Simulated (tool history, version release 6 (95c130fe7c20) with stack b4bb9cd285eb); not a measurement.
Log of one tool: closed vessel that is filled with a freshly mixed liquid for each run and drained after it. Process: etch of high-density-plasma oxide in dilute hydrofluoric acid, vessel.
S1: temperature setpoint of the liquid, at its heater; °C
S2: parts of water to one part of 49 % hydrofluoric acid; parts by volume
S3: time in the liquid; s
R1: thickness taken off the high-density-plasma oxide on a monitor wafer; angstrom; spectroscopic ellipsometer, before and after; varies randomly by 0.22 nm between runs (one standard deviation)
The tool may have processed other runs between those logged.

run 1 hour=0 | S1=20 S2=70 S3=185 | R1=154.28
run 2 hour=3.6 | S1=20 S2=85 S3=185 | R1=124.04
run 3 hour=6.6 | S1=17 S2=85 S3=185 | R1=108.88
run 4 hour=9 | S1=19.5 S2=85 S3=185 | R1=122.32
-- hour=9.9 thermometer replaced
run 5 hour=9.9 | S1=22 S2=75 S3=185 | R1=168.2
run 6 hour=18 | S1=24 S2=75 S3=185 | R1=183.31
run 7 hour=25.3 | S1=25.5 S2=75 S3=185 | R1=195.69

What does the tool deliver on the next run?
run 8 hour=32.8 | S1=26.5 S2=70 S3=185 | R1=?

R1: 218.65 angstrom
